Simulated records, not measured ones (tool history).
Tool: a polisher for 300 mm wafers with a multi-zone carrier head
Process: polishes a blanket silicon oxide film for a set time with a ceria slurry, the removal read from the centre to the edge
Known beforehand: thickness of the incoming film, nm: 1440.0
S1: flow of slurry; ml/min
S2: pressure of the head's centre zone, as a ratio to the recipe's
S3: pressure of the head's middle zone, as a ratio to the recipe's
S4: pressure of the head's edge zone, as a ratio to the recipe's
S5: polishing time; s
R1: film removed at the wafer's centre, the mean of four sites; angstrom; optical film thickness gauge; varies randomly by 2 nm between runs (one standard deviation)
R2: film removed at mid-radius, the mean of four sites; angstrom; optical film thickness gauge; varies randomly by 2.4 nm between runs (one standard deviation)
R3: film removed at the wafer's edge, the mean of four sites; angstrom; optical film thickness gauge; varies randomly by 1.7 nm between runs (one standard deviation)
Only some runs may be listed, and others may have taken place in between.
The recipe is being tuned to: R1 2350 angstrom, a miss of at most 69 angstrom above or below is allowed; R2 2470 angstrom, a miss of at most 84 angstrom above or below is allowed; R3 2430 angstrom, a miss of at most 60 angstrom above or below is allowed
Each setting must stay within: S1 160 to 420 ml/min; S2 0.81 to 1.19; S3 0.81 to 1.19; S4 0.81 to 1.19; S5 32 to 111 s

{"run": 1, "day": 0.0, "S1": 270, "S2": 1, "S3": 1, "S4": 1, "S5": 71, "R1": 3682.6, "R2": 3515.8, "R3": 3583.6}
{"run": 2, "day": 0.167, "S1": 260, "S2": 0.96, "S3": 0.99, "S4": 0.96, "S5": 65, "R1": 3154.1, "R2": 3147.7, "R3": 3164.7}
{"run": 3, "day": 0.233, "S1": 255, "S2": 0.94, "S3": 0.97, "S4": 0.92, "S5": 62, "R1": 2949.4, "R2": 2935.5, "R3": 2990.6}
{"run": 4, "day": 0.442, "S1": 255, "S2": 0.94, "S3": 0.97, "S4": 0.95, "S5": 62, "R1": 2919.5, "R2": 2980.6, "R3": 3063.8}
{"run": 5, "day": 0.596, "S1": 250, "S2": 0.93, "S3": 0.97, "S4": 0.91, "S5": 59, "R1": 2787.6, "R2": 2844.5, "R3": 2878}
{"run": 6, "day": 0.9, "S1": 250, "S2": 0.92, "S3": 0.97, "S4": 0.89, "S5": 56, "R1": 2597.2, "R2": 2671.1, "R3": 2655.2}
{"run": 7, "day": 1.062, "S1": 245, "S2": 0.91, "S3": 0.96, "S4": 0.87, "S5": 55, "R1": 2505.7, "R2": 2623.6, "R3": 2615.7}
{"run": 8, "day": 1.167, "S1": 240, "S2": 0.91, "S3": 0.96, "S4": 0.85, "S5": 54, "R1": 2501.6, "R2": 2558.1, "R3": 2507}
{"run": 9, "day": 1.508, "S1": 230, "S2": 0.9, "S3": 0.96, "S4": 0.84, "S5": 54, "R1": 2421.6, "R2": 2568.4, "R3": 2506.4}
{"run": 10, "day": 1.533, "S1": 220, "S2": 0.9, "S3": 0.95, "S4": 0.83, "S5": 54, "R1": 2412.6, "R2": 2518.8, "R3": 2463.5}
{"run": 11, "day": 1.7, "S1": 215, "S2": 0.9, "S3": 0.95, "S4": 0.83, "S5": 54, "R1": 2460.3, "R2": 2505.7, "R3": 2477.1}

5 candidate next runs follow, results not yet known. Just one meets every target within its allowed miss. Identify it.
{"run": "A", "day": 1.867, "S1": 205, "S2": 0.89, "S3": 0.94, "S4": 0.81, "S5": 53, "R1": "?", "R2": "?", "R3": "?"}
{"run": "B", "day": 1.867, "S1": 190, "S2": 0.99, "S3": 0.97, "S4": 0.84, "S5": 52, "R1": "?", "R2": "?", "R3": "?"}
{"run": "C", "day": 1.867, "S1": 230, "S2": 0.83, "S3": 0.96, "S4": 0.85, "S5": 55, "R1": "?", "R2": "?", "R3": "?"}
{"run": "D", "day": 1.867, "S1": 235, "S2": 0.86, "S3": 0.94, "S4": 0.89, "S5": 54, "R1": "?", "R2": "?", "R3": "?"}
{"run": "E", "day": 1.867, "S1": 220, "S2": 0.86, "S3": 0.91, "S4": 0.86, "S5": 56, "R1": "?", "R2": "?", "R3": "?"}

move=A R1=2306.6 R2=2435 R3=2399.5
move=B R1=2504.7 R2=2438 R3=2379.7
move=C R1=2251.7 R2=2593.7 R3=2556.1
move=D R1=2295 R2=2505.3 R3=2563.6
move=E R1=2367.1 R2=2517.1 R3=2611.2
A: hits every target within its allowed miss
B: lands further from the targets than the last run did
C: moves the result that the last run missed by most past its target, out the other side
D: the furthest-off result lands on target, but another misses its tolerance
E: the furthest-off result lands on target, but another misses its tolerance
Go with A: it meets all targets.

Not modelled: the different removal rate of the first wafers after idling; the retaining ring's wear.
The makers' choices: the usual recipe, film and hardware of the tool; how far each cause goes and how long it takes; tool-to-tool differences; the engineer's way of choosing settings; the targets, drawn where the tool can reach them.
